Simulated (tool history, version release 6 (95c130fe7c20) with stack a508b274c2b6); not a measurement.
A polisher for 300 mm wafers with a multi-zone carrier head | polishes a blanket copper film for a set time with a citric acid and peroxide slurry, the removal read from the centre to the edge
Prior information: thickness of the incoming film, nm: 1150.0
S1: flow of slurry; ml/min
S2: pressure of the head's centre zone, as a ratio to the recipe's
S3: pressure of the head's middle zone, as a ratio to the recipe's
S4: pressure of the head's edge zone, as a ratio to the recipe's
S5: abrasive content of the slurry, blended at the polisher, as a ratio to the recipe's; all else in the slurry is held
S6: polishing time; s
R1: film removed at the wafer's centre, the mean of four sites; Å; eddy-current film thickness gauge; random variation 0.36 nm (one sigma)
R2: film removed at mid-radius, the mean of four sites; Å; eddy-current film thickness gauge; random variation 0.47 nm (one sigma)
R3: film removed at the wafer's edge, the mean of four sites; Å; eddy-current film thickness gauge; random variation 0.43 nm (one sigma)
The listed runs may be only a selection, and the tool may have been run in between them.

run,hour,S1,S2,S3,S4,S5,S6,R1,R2,R3
1,0,245,1,1,1,1,31,554.07,627.83,603.72
2,5,245,1,0.97,1,1,31,544.56,614.67,625.53
3,8.7,245,1.04,0.95,0.98,0.9,29,536.04,549.88,569.98
4,17.6,245,1.05,0.94,0.96,0.8,27,491.24,504.25,502.62
5,20.1,245,1.05,0.94,0.96,0.95,27,501.47,508.89,522.38
6,21.5,245,1.01,0.94,0.96,0.95,27,484.81,502.67,524.55
7,25,245,1.02,0.92,0.93,0.85,26,465.54,470.53,484.18
8,26.7,245,1.02,0.92,0.93,0.85,26,459.23,472.59,488.99
# hour 32.5: centre zone pressure recalibrated
9,32.5,245,1.03,0.9,0.91,0.8,25,492.79,440.56,454.42

Run 10 comes next. What will it give?
10,38.5,205,0.93,0.84,0.92,0.6,22,?,?,?

R1: 356.1 Å
R2: 347.04 Å
R3: 374.5 Å
